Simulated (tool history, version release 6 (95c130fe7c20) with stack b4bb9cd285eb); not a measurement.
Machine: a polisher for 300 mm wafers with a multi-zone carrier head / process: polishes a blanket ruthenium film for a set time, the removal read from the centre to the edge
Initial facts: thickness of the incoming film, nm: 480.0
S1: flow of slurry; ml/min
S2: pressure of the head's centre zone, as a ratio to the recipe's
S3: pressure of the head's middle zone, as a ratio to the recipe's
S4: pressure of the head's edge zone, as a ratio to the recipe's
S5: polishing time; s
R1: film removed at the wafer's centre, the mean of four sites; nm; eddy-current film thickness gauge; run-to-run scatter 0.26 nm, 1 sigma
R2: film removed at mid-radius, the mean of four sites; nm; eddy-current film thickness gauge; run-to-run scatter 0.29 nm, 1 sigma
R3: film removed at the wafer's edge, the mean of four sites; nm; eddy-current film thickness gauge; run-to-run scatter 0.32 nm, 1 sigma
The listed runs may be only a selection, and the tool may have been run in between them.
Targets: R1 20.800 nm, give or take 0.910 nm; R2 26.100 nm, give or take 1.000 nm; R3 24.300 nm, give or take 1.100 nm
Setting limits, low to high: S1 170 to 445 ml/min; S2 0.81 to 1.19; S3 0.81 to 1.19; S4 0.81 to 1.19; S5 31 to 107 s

| run | hour | S1 | S2 | S3 | S4 | S5 | R1 | R2 | R3 |
|---|---|---|---|---|---|---|---|---|---|
| 1 | 0.0 | 285 | 1.00 | 1.00 | 1.00 | 69 | 41.883 | 43.133 | 42.293 |
| 2 | 8.5 | 285 | 0.95 | 1.00 | 1.00 | 69 | 39.756 | 42.474 | 42.606 |
| 3 | 15.1 | 285 | 0.95 | 1.00 | 1.00 | 57 | 34.161 | 34.985 | 34.518 |
| 4 | 20.4 | 285 | 0.90 | 1.00 | 1.00 | 57 | 31.284 | 35.179 | 34.936 |
| 5 | 25.1 | 280 | 0.88 | 1.01 | 0.98 | 52 | 28.627 | 32.460 | 31.939 |
| 6 | 33.3 | 280 | 0.88 | 0.94 | 0.98 | 52 | 28.400 | 29.713 | 32.009 |
| 7 | 41.3 | 270 | 0.86 | 0.97 | 0.97 | 48 | 25.288 | 28.190 | 29.131 |
| 8 | 44.2 | 255 | 0.85 | 0.98 | 0.94 | 47 | 24.468 | 28.591 | 27.569 |
| 9 | 53.3 | 240 | 0.84 | 0.98 | 0.93 | 46 | 23.724 | 27.378 | 27.046 |
| 10 | 58.3 | 230 | 0.83 | 0.99 | 0.93 | 45 | 21.855 | 27.110 | 26.330 |
| 11 | 64.3 | 230 | 0.83 | 0.99 | 0.93 | 45 | 22.657 | 26.838 | 26.172 |
| 12 | 66.1 | 220 | 0.82 | 1.00 | 0.92 | 45 | 22.516 | 27.455 | 26.610 |
| 13 | 69.5 | 235 | 0.82 | 1.03 | 0.88 | 38 | 19.031 | 23.305 | 21.881 |
| 14 | 71.4 | 235 | 0.83 | 1.04 | 0.90 | 38 | 19.033 | 23.381 | 21.760 |
| 15 | 77.5 | 235 | 0.84 | 1.05 | 0.92 | 39 | 19.906 | 24.460 | 23.445 |

Next run, 4 choices. One meets every target within its allowed miss, the rest don't. Which?
| A | 83.6 | 205 | 0.87 | 1.02 | 0.92 | 46 | ? | ? | ? |
| B | 83.6 | 170 | 0.81 | 1.02 | 0.86 | 44 | ? | ? | ? |
| C | 83.6 | 280 | 0.82 | 1.02 | 1.12 | 42 | ? | ? | ? |
| D | 83.6 | 235 | 0.93 | 0.95 | 1.10 | 42 | ? | ? | ? |

| move | R1 | R2 | R3 |
|---|---|---|---|
| A | 23.503 | 28.123 | 26.932 |
| B | 20.459 | 26.382 | 24.615 |
| C | 20.876 | 26.433 | 27.657 |
| D | 23.283 | 24.496 | 27.108 |
A: takes the result that was furthest off past its target
B: hits every target within its allowed miss
C: meets the target for the result that was furthest off, but another lies outside its allowed miss
D: lands further from the targets than the last run did
So the answer is move B, the one that meets all the targets.
